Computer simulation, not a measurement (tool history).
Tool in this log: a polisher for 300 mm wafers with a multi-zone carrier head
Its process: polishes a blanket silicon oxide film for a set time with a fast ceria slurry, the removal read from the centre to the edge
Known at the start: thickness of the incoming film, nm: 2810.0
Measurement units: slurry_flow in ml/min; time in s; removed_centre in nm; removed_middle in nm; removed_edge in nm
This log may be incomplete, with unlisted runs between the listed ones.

Run 1, hour 0: slurry_flow 300 ml/min, centre_zone 1, middle_zone 1, edge_zone 1, time 56 s. Result: removed_centre 658.48 nm, removed_middle 654.27 nm, removed_edge 631.84 nm.
Run 2, hour 2.4: slurry_flow 300 ml/min, centre_zone 1, middle_zone 1, edge_zone 0.94, time 56 s. Result: removed_centre 657.92 nm, removed_middle 665.49 nm, removed_edge 614.73 nm.
Run 3, hour 10.4: slurry_flow 310 ml/min, centre_zone 1.01, middle_zone 1, edge_zone 0.93, time 56 s. Result: removed_centre 655.73 nm, removed_middle 652.1 nm, removed_edge 620.64 nm.
Run 4, hour 18.3: slurry_flow 310 ml/min, centre_zone 1.01, middle_zone 1, edge_zone 0.93, time 51 s. Result: removed_centre 610.79 nm, removed_middle 597.56 nm, removed_edge 557.47 nm.
Run 5, hour 26.2: slurry_flow 240 ml/min, centre_zone 1.01, middle_zone 1, edge_zone 0.93, time 51 s. Result: removed_centre 582.59 nm, removed_middle 584.05 nm, removed_edge 551.33 nm.
Run 6, hour 34: slurry_flow 260 ml/min, centre_zone 1.03, middle_zone 1.02, edge_zone 0.94, time 51 s. Result: removed_centre 598.92 nm, removed_middle 601.89 nm, removed_edge 548.39 nm.
Run 7, hour 39.8: slurry_flow 280 ml/min, centre_zone 1.04, middle_zone 1.03, edge_zone 0.95, time 51 s. Result: removed_centre 609.15 nm, removed_middle 608.58 nm, removed_edge 555.79 nm.
Run 8, hour 42.9: slurry_flow 295 ml/min, centre_zone 1.06, middle_zone 1.04, edge_zone 0.96, time 51 s. Result: removed_centre 633.19 nm, removed_middle 620.91 nm, removed_edge 565.09 nm.

For run 9, what comes out?
Run 9, hour 45.7: slurry_flow 310 ml/min, centre_zone 1.07, middle_zone 1.05, edge_zone 0.96, time 51 s. Result: removed_centre ?, removed_middle ?, removed_edge ?.

{"run 9": {"removed_centre": 639.14, "removed_middle": 627.27, "removed_edge": 564.23}}
